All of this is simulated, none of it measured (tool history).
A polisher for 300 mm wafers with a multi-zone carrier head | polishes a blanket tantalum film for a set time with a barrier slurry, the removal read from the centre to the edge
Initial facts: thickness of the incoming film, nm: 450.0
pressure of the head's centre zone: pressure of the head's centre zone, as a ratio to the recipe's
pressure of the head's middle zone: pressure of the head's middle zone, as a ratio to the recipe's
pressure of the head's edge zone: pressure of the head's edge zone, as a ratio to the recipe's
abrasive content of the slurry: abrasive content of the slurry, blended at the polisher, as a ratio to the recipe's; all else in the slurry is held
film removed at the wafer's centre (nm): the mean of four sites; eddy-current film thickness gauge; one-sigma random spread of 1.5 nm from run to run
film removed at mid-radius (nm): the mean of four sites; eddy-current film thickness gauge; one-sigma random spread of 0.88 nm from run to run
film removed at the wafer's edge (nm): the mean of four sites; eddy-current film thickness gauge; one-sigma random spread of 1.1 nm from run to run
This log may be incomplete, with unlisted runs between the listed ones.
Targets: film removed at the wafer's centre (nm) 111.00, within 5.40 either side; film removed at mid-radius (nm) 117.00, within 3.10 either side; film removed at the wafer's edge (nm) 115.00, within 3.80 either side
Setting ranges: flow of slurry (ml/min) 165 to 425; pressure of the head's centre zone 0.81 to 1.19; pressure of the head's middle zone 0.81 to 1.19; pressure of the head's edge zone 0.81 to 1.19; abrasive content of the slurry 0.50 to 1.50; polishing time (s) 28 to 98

| run | hour | flow of slurry (ml/min) | pressure of the head's centre zone | pressure of the head's middle zone | pressure of the head's edge zone | abrasive content of the slurry | polishing time (s) | film removed at the wafer's centre (nm) | film removed at mid-radius (nm) | film removed at the wafer's edge (nm) |
|---|---|---|---|---|---|---|---|---|---|---|
| 1 | 0.0 | 275 | 1.00 | 1.00 | 1.00 | 1.00 | 63 | 130.19 | 125.53 | 126.87 |
| 2 | 2.4 | 210 | 1.00 | 1.00 | 1.00 | 1.00 | 63 | 124.42 | 125.98 | 125.09 |
| 3 | 8.4 | 210 | 1.00 | 1.00 | 0.93 | 1.00 | 63 | 125.48 | 123.24 | 121.88 |
| 4 | 10.1 | 175 | 1.00 | 1.00 | 0.93 | 1.00 | 63 | 123.98 | 121.84 | 117.87 |
| 5 | 15.5 | 175 | 1.00 | 1.00 | 0.93 | 1.20 | 63 | 132.38 | 130.18 | 127.37 |
| 6 | 23.8 | 175 | 0.98 | 0.99 | 0.92 | 1.15 | 63 | 130.46 | 128.28 | 126.26 |
| 7 | 28.8 | 175 | 0.96 | 0.99 | 0.92 | 1.05 | 63 | 121.08 | 124.53 | 121.45 |
| 8 | 34.6 | 175 | 0.95 | 0.98 | 0.91 | 1.00 | 63 | 116.44 | 120.38 | 118.76 |

Which one of the following 4 next-run settings gets every result inside its allowed miss? There is exactly one.
| A | 40.4 | 200 | 0.92 | 0.98 | 0.90 | 1.00 | 61 | ? | ? | ? |
| B | 40.4 | 235 | 0.99 | 0.99 | 0.95 | 1.10 | 59 | ? | ? | ? |
| C | 40.4 | 175 | 0.84 | 0.89 | 0.85 | 0.90 | 71 | ? | ? | ? |
| D | 40.4 | 255 | 0.89 | 0.92 | 0.98 | 1.15 | 58 | ? | ? | ? |

| move | film removed at the wafer's centre (nm) | film removed at mid-radius (nm) | film removed at the wafer's edge (nm) |
|---|---|---|---|
| A | 111.20 | 118.18 | 114.98 |
| B | 121.78 | 121.01 | 119.33 |
| C | 111.34 | 119.97 | 123.70 |
| D | 109.89 | 114.35 | 121.57 |
A: in spec on every target
B: moves away from the targets compared with the last run
C: the furthest-off result lands on target, but another misses its tolerance
D: the furthest-off result lands on target, but another misses its tolerance
The right move is A.

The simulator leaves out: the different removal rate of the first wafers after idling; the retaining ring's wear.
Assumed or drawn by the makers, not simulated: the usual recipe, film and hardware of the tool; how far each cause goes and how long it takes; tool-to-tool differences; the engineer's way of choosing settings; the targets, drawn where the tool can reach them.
